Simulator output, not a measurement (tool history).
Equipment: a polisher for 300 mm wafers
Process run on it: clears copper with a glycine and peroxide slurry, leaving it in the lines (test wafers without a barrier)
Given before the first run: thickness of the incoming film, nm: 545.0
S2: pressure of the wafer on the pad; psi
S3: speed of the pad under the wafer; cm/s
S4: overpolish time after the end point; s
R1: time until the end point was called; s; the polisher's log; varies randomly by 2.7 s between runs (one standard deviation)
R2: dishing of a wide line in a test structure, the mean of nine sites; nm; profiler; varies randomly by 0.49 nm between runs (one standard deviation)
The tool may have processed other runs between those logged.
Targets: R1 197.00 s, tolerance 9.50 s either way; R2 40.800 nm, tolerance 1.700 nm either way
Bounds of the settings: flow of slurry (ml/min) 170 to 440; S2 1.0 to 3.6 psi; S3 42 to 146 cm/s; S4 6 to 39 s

Run 1, hour 0.0: flow of slurry (ml/min) 280, S2 2.3 psi, S3 94 cm/s, S4 20 s. Result: R1 143.18 s, R2 48.989 nm.
Run 2, hour 5.7: flow of slurry (ml/min) 305, S2 2.3 psi, S3 94 cm/s, S4 20 s. Result: R1 139.14 s, R2 48.737 nm.
Run 3, hour 8.6: flow of slurry (ml/min) 360, S2 2.3 psi, S3 94 cm/s, S4 20 s. Result: R1 139.89 s, R2 50.018 nm.
Run 4, hour 13.6: flow of slurry (ml/min) 360, S2 2.2 psi, S3 94 cm/s, S4 20 s. Result: R1 145.00 s, R2 48.549 nm.
Run 5, hour 19.3: flow of slurry (ml/min) 360, S2 2.2 psi, S3 94 cm/s, S4 12 s. Result: R1 143.95 s, R2 32.795 nm.
Run 6, hour 26.3: flow of slurry (ml/min) 360, S2 2.2 psi, S3 94 cm/s, S4 7 s. Result: R1 147.28 s, R2 20.263 nm.
Run 7, hour 28.3: flow of slurry (ml/min) 355, S2 2.1 psi, S3 94 cm/s, S4 9 s. Result: R1 145.33 s, R2 24.486 nm.
Run 8, hour 30.9: flow of slurry (ml/min) 355, S2 2.0 psi, S3 92 cm/s, S4 11 s. Result: R1 155.33 s, R2 28.496 nm.
Run 9, hour 35.5: flow of slurry (ml/min) 355, S2 1.9 psi, S3 92 cm/s, S4 12 s. Result: R1 162.94 s, R2 29.849 nm.
Run 10, hour 43.6: flow of slurry (ml/min) 355, S2 1.9 psi, S3 92 cm/s, S4 12 s. Result: R1 161.45 s, R2 28.896 nm.
Run 11, hour 47.1: flow of slurry (ml/min) 355, S2 1.8 psi, S3 92 cm/s, S4 13 s. Result: R1 166.00 s, R2 31.161 nm.
Run 12, hour 51.0: flow of slurry (ml/min) 355, S2 1.7 psi, S3 92 cm/s, S4 14 s. Result: R1 171.71 s, R2 31.682 nm.
Run 13, hour 55.4: flow of slurry (ml/min) 355, S2 1.6 psi, S3 92 cm/s, S4 15 s. Result: R1 173.31 s, R2 32.972 nm.
Run 14, hour 59.4: flow of slurry (ml/min) 355, S2 1.5 psi, S3 92 cm/s, S4 16 s. Result: R1 177.85 s, R2 34.362 nm.

Pick the move, out of 4, that brings all results within their allowed miss; only one does.
Run A, hour 63.4: flow of slurry (ml/min) 290, S2 1.3 psi, S3 92 cm/s, S4 22 s. Result: R1 ?, R2 ?.
Run B, hour 63.4: flow of slurry (ml/min) 420, S2 1.7 psi, S3 104 cm/s, S4 10 s. Result: R1 ?, R2 ?.
Run C, hour 63.4: flow of slurry (ml/min) 355, S2 1.7 psi, S3 102 cm/s, S4 20 s. Result: R1 ?, R2 ?.
Run D, hour 63.4: flow of slurry (ml/min) 280, S2 1.6 psi, S3 82 cm/s, S4 15 s. Result: R1 ?, R2 ?.

move      R1      R2
   A  193.78  41.031
   B  151.07  26.294
   C  155.22  45.614
   D  191.95  30.487
A: all results in spec
B: misses by more than the last run did
C: takes the result that was furthest off past its target
D: misses by more than the last run did
Go with A: it meets all targets.

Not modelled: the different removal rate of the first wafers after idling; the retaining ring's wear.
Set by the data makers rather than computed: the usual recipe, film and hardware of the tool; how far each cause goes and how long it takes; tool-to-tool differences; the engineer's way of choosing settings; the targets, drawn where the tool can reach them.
